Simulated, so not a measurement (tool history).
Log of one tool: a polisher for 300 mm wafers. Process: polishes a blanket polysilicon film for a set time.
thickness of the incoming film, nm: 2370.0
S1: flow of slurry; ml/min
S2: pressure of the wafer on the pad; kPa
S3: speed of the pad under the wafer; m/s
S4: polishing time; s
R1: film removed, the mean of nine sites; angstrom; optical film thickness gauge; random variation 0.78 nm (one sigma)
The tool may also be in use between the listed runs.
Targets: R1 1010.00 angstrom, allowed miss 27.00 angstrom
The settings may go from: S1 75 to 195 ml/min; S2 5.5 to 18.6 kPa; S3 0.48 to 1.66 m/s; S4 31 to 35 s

{"run": 1, "day": 0.0, "S1": 125, "S2": 11.7, "S3": 1.06, "S4": 35, "R1": 1514.9}
{"run": 2, "day": 0.183, "S1": 125, "S2": 11.7, "S3": 1.26, "S4": 35, "R1": 1769.3}
{"run": 3, "day": 0.517, "S1": 125, "S2": 11.7, "S3": 1.48, "S4": 35, "R1": 2065.9}
{"run": 4, "day": 0.821, "S1": 115, "S2": 9.7, "S3": 1.44, "S4": 35, "R1": 1721.5}
{"run": 5, "day": 1.104, "S1": 110, "S2": 8.3, "S3": 1.36, "S4": 35, "R1": 1429.2}
{"run": 6, "day": 1.246, "S1": 105, "S2": 7.6, "S3": 1.32, "S4": 35, "R1": 1318.2}
{"run": 7, "day": 1.321, "S1": 105, "S2": 6.9, "S3": 1.28, "S4": 35, "R1": 1193.6}
{"run": 8, "day": 1.492, "S1": 105, "S2": 6.2, "S3": 1.26, "S4": 35, "R1": 1112.4}
{"run": 9, "day": 1.808, "S1": 105, "S2": 6.2, "S3": 1.24, "S4": 35, "R1": 1087.4}
{"run": 10, "day": 1.867, "S1": 105, "S2": 6.2, "S3": 1.24, "S4": 35, "R1": 1078.9}

Which of these 5 next moves meets every target?
{"run": "A", "day": 1.925, "S1": 100, "S2": 6.9, "S3": 1.28, "S4": 33, "R1": "?"}
{"run": "B", "day": 1.925, "S1": 85, "S2": 7.6, "S3": 1.0, "S4": 34, "R1": "?"}
{"run": "C", "day": 1.925, "S1": 115, "S2": 5.5, "S3": 1.22, "S4": 33, "R1": "?"}
{"run": "D", "day": 1.925, "S1": 85, "S2": 5.5, "S3": 1.46, "S4": 34, "R1": "?"}
{"run": "E", "day": 1.925, "S1": 95, "S2": 6.2, "S3": 1.26, "S4": 33, "R1": "?"}

move=A R1=1119.10
move=B R1=943.24
move=C R1=951.08
move=D R1=1105.80
move=E R1=1021.00
A: further off than the last run
B: takes the result that was furthest off past its target
C: takes the result that was furthest off past its target
D: further off than the last run
E: meets every target
Answer: E

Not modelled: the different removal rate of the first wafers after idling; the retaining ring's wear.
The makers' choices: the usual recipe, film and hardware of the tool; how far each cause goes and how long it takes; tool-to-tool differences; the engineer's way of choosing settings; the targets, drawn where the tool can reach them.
